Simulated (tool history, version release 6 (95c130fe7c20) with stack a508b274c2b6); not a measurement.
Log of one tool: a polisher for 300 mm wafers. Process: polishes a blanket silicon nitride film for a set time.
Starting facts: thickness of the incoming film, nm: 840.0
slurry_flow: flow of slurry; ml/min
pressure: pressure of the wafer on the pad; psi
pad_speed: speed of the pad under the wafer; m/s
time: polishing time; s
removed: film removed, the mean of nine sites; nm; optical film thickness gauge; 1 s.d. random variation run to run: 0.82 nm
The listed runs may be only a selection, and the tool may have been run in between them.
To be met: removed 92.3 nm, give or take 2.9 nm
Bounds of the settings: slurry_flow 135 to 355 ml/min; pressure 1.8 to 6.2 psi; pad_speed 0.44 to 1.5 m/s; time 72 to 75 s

run	hour	slurry_flow	pressure	pad_speed	time	removed
1	0	225	4	0.96	72	114.29
2	1.2	225	4	0.96	72	112.52
3	7.2	225	3.8	0.96	72	108.76
4	8.9	225	3.6	0.96	72	103.58
5	14.1	225	4.4	0.96	72	125.07
6	19.1	225	4.8	0.96	72	137.96
7	25.3	220	4.3	0.96	72	121.43
8	32.6	215	4	0.96	72	112.64

Consider the 4 candidate settings below. Which is the only one whose results all fall within their allowed miss of target?
A	39.9	215	3.7	0.86	75	?
B	39.9	250	4.7	1.12	75	?
C	39.9	215	4	0.82	72	?
D	39.9	190	4	0.68	74	?

move	removed
A	102.31
B	156.09
C	102.16
D	91.3
A: nearer than the last run, and not there yet
B: further off than the last run
C: nearer than the last run, and not there yet
D: in spec on every target
D meets every target.

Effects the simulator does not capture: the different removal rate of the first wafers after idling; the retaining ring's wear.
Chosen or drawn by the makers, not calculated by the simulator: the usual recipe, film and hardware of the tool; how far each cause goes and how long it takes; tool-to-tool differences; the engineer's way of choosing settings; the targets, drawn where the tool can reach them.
